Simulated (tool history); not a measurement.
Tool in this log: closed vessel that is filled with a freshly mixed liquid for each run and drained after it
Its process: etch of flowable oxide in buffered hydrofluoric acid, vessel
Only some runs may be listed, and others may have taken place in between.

run  hour  temperature setpoint of the liquid (°C)  parts of 40 % ammonium fluoride to one part of 49 % hydrofluoric acid (parts by volume)  time in the liquid (s)  thickness taken off the flowable oxide on a monitor wafer (angstrom)
  1     0                                       21                                                                                       10                      95                                                                2314.3
  2   2.7                                       19                                                                                       10                      95                                                                2076.8
  3   6.3                                       19                                                                                       10                     105                                                                2298.3
  4  12.2                                     17.5                                                                                       10                     105                                                                2112.2
  5  18.8                                     18.5                                                                                       10                     105                                                                2228.9
  6    24                                     18.5                                                                                       10                     105                                                                2225.1
  7  32.1                                     19.5                                                                                       10                     105                                                                2368.2
  8  33.5                                       20                                                                                       10                     105                                                                2434.1

Estimate the outcome of run 9 from the log above:
  9    36                                     20.5                                                                                       10                     105                                                                     ?

{"run 9": {"thickness taken off the flowable oxide on a monitor wafer (angstrom)": 2499.4}}
